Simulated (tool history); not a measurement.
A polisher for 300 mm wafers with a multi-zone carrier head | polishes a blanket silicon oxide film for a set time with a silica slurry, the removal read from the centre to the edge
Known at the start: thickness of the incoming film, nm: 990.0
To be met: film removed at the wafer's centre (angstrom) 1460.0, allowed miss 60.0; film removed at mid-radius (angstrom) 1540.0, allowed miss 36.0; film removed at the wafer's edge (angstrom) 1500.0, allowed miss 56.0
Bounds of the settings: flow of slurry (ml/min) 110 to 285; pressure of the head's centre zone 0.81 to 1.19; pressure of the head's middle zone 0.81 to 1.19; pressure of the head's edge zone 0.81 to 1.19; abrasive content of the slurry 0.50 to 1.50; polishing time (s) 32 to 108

| run | hour | flow of slurry (ml/min) | pressure of the head's centre zone | pressure of the head's middle zone | pressure of the head's edge zone | abrasive content of the slurry | polishing time (s) | film removed at the wafer's centre (angstrom) | film removed at mid-radius (angstrom) | film removed at the wafer's edge (angstrom) |
|---|---|---|---|---|---|---|---|---|---|---|
| 1 | 0.0 | 180 | 1.00 | 1.00 | 1.00 | 1.00 | 70 | 1599.5 | 1634.4 | 1591.5 |
| 2 | 0.7 | 175 | 1.00 | 1.00 | 1.00 | 1.00 | 70 | 1584.8 | 1634.2 | 1588.8 |
| 3 | 3.7 | 175 | 0.94 | 1.00 | 1.00 | 1.00 | 70 | 1512.1 | 1617.1 | 1578.6 |
| 4 | 11.1 | 170 | 0.94 | 1.00 | 1.00 | 1.00 | 70 | 1451.0 | 1597.0 | 1564.2 |
|  | 16.9 | worn pad replaced by a new one |
| 5 | 16.9 | 170 | 0.94 | 1.00 | 1.00 | 0.80 | 70 | 1534.0 | 1654.8 | 1612.1 |
| 6 | 24.3 | 165 | 0.94 | 1.00 | 0.99 | 0.80 | 70 | 1535.9 | 1658.6 | 1636.9 |
| 7 | 25.6 | 170 | 0.94 | 1.00 | 0.99 | 0.85 | 70 | 1581.3 | 1707.2 | 1672.9 |
| 8 | 32.1 | 165 | 0.95 | 1.00 | 1.00 | 0.85 | 70 | 1561.1 | 1687.2 | 1697.7 |
| 9 | 38.8 | 170 | 0.94 | 0.99 | 1.00 | 0.85 | 70 | 1570.2 | 1683.3 | 1683.0 |
| 10 | 43.5 | 135 | 0.92 | 0.94 | 0.90 | 0.80 | 70 | 1396.6 | 1507.5 | 1491.2 |
| 11 | 45.8 | 135 | 0.92 | 0.94 | 0.90 | 0.80 | 70 | 1435.0 | 1521.9 | 1522.0 |

4 next moves are on the table. One of them brings every result within its allowed miss. Which?
| A | 48.1 | 115 | 0.95 | 0.96 | 0.85 | 0.80 | 74 | ? | ? | ? |
| B | 48.1 | 160 | 0.88 | 0.92 | 0.99 | 1.05 | 63 | ? | ? | ? |
| C | 48.1 | 135 | 0.91 | 0.91 | 0.87 | 0.65 | 73 | ? | ? | ? |
| D | 48.1 | 125 | 0.85 | 0.95 | 0.93 | 0.65 | 78 | ? | ? | ? |

| move | film removed at the wafer's centre (angstrom) | film removed at mid-radius (angstrom) | film removed at the wafer's edge (angstrom) |
|---|---|---|---|
| A | 1447.8 | 1553.9 | 1522.0 |
| B | 1367.4 | 1513.2 | 1609.5 |
| C | 1343.7 | 1431.9 | 1463.2 |
| D | 1310.5 | 1555.0 | 1588.7 |
A: meets every target
B: brings the result that was furthest off to its target, and leaves another outside
C: further off than the last run
D: brings the result that was furthest off to its target, and leaves another outside
Answer: A
